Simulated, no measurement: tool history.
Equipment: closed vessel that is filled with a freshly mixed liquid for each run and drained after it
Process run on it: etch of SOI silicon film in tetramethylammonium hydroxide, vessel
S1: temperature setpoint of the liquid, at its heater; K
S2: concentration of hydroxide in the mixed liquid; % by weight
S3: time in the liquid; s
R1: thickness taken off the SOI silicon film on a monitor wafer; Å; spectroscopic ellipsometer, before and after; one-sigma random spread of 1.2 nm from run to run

run	hour	S1	S2	S3	R1
1	0	344.15	16	30	2012.8
2	3.8	342.15	16	30	1773.6
3	8	340.65	16	30	1640.9
4	16.1	345.15	16	30	2155.1
5	22.6	345.15	16	30	2107.9
6	30.5	342.65	16	30	1823.3

Run 7 has not been measured yet. What should we expect?
7	32.4	341.15	16	30	?

R1: 1691.8 Å

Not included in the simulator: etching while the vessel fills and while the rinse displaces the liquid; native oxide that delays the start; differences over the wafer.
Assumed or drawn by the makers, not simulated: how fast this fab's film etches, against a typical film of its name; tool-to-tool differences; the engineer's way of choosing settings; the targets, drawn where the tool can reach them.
